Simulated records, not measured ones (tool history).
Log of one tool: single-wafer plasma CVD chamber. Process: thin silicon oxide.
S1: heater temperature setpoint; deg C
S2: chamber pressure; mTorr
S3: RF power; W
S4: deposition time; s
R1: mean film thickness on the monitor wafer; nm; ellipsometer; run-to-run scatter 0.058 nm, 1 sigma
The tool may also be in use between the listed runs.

run 1 hour=0.0 | S1=415 S2=912 S3=255 S4=14.3 | R1=24.457
run 2 hour=3.3 | S1=415 S2=978 S3=255 S4=14.3 | R1=25.998
run 3 hour=12.0 | S1=410 S2=978 S3=255 S4=14.3 | R1=26.127
run 4 hour=18.0 | S1=410 S2=990 S3=255 S4=14.3 | R1=26.431
run 5 hour=25.3 | S1=410 S2=990 S3=220 S4=14.3 | R1=24.588
run 6 hour=32.2 | S1=410 S2=895 S3=220 S4=14.3 | R1=22.621
run 7 hour=38.7 | S1=410 S2=939 S3=220 S4=14.3 | R1=23.651
run 8 hour=46.2 | S1=410 S2=973 S3=220 S4=14.3 | R1=24.284
run 9 hour=50.4 | S1=410 S2=1002 S3=220 S4=14.3 | R1=24.848
run 10 hour=58.8 | S1=410 S2=1002 S3=220 S4=14.3 | R1=24.867

The next listed run, before its measurement:
run 11 hour=67.1 | S1=410 S2=1026 S3=220 S4=14.3 | R1=?

For run 11 the tool returned R1 25.185 nm.
